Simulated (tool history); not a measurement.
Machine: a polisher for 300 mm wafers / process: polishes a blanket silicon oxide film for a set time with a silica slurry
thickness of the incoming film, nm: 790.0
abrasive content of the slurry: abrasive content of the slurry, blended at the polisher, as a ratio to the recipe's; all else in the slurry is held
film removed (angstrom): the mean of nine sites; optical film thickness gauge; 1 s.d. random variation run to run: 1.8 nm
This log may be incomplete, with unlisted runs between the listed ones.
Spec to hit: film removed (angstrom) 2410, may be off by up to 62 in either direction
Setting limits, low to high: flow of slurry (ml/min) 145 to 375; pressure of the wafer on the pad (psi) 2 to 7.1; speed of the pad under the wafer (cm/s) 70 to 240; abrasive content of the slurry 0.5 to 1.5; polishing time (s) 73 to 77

| run | hour | flow of slurry (ml/min) | pressure of the wafer on the pad (psi) | speed of the pad under the wafer (cm/s) | abrasive content of the slurry | polishing time (s) | film removed (angstrom) |
|---|---|---|---|---|---|---|---|
| 1 | 0 | 240 | 4.5 | 154 | 1 | 73 | 3659.6 |
| 2 | 5.4 | 235 | 4.1 | 154 | 1 | 73 | 3382.8 |
| 3 | 14.3 | 235 | 3.8 | 154 | 1 | 73 | 3204.5 |
| 4 | 20.1 | 235 | 4.8 | 154 | 1 | 73 | 3795.3 |
| 5 | 23.3 | 235 | 4.8 | 154 | 1.2 | 73 | 4027.4 |
| 6 | 30.9 | 235 | 4.8 | 178 | 1.2 | 73 | 4403.6 |
| 7 | 33.8 | 230 | 4.2 | 174 | 1.2 | 73 | 3901.3 |
| 8 | 41.8 | 225 | 3.8 | 170 | 1.2 | 73 | 3577.5 |
| 9 | 43.3 | 220 | 3.4 | 166 | 1.2 | 73 | 3242.5 |
| 10 | 44.3 | 215 | 3.1 | 164 | 1.2 | 73 | 3014.3 |
| 11 | 52.6 | 210 | 2.9 | 164 | 1.2 | 73 | 2835.2 |
| 12 | 60.2 | 210 | 2.9 | 164 | 1.2 | 73 | 2877.2 |
| 13 | 64 | 195 | 2 | 164 | 1.2 | 73 | 2272.5 |
| 14 | 67.6 | 205 | 2 | 164 | 1.2 | 73 | 2270.6 |

Exercise: of the 5 proposed moves below, exactly one satisfies all targets within the stated allowed misses. Which move is it?
| A | 71.2 | 215 | 2 | 164 | 1.15 | 73 | ? |
| B | 71.2 | 205 | 2 | 164 | 1.15 | 73 | ? |
| C | 71.2 | 220 | 2.2 | 160 | 1.2 | 73 | ? |
| D | 71.2 | 200 | 3.1 | 108 | 1.05 | 73 | ? |
| E | 71.2 | 170 | 2 | 160 | 1.1 | 74 | ? |

| move | film removed (angstrom) |
|---|---|
| A | 2264.1 |
| B | 2248.6 |
| C | 2389.4 |
| D | 2187 |
| E | 2146.3 |
A: just as far off the targets as the last run
B: moves away from the targets compared with the last run
C: meets every target
D: moves away from the targets compared with the last run
E: moves away from the targets compared with the last run
The move that meets every target is C.
